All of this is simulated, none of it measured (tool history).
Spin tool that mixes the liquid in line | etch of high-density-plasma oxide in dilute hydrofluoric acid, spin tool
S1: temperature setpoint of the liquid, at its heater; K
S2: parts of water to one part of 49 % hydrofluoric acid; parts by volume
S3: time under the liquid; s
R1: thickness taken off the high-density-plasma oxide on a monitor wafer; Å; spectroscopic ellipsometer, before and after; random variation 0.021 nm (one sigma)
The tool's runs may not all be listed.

run	hour	S1	S2	S3	R1
1	0	296.15	100	80	82.249
2	7.2	294.65	100	80	77.281
3	11	293.65	100	80	73.894
4	15.7	293.15	100	80	72.343
5	23.9	293.15	100	60	54.712
6	24.9	293.15	100	60	54.568
7	28.2	293.65	100	60	55.47

The next listed run, before its measurement:
8	33.1	294.15	100	60	?

R1: 56.984 Å
